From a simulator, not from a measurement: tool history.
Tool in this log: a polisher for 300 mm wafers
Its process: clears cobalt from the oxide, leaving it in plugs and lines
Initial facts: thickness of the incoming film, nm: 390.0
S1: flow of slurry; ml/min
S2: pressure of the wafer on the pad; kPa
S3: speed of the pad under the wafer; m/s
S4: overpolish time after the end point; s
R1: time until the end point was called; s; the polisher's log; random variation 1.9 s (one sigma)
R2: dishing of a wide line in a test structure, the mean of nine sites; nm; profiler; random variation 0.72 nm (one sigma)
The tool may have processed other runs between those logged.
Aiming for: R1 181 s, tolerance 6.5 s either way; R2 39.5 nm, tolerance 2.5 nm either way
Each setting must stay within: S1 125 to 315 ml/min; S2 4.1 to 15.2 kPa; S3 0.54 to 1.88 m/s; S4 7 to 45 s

run	hour	S1	S2	S3	S4	R1	R2
1	0	205	9.7	1.2	23	98.669	45.543
2	1.9	205	7.6	1.18	25	126.56	44.792
3	2.9	165	7.6	1.18	25	132.06	42.293
4	9	160	6.9	1.18	26	145.19	41.894
5	12.2	160	6.9	1.02	26	164.85	37.912
6	17.3	155	6.9	1.02	27	167.84	39.581
7	22.6	155	6.9	1.02	27	166.9	39.529
8	27.3	150	6.9	1.02	28	164.42	39.726
9	29.3	150	6.9	1.02	29	166.01	41.395
10	34.5	145	6.9	1.02	29	166.98	41.478

Which one of the following 5 next-run settings gets every result inside its allowed miss? There is exactly one.
A	39.7	150	7.6	1.1	26	?	?
B	39.7	125	6.9	0.86	40	?	?
C	39.7	145	7.6	1.06	26	?	?
D	39.7	160	5.5	1.14	29	?	?
E	39.7	130	6.2	1.14	24	?	?

move	R1	R2
A	139.58	42.063
B	199.57	43.748
C	145.41	41.261
D	181.1	39.13
E	167.13	36.783
A: moves away from the targets compared with the last run
B: pushes the last run's worst result past its target
C: moves away from the targets compared with the last run
D: all results land within tolerance of their targets
E: no better and no worse than the last run
D meets every target.

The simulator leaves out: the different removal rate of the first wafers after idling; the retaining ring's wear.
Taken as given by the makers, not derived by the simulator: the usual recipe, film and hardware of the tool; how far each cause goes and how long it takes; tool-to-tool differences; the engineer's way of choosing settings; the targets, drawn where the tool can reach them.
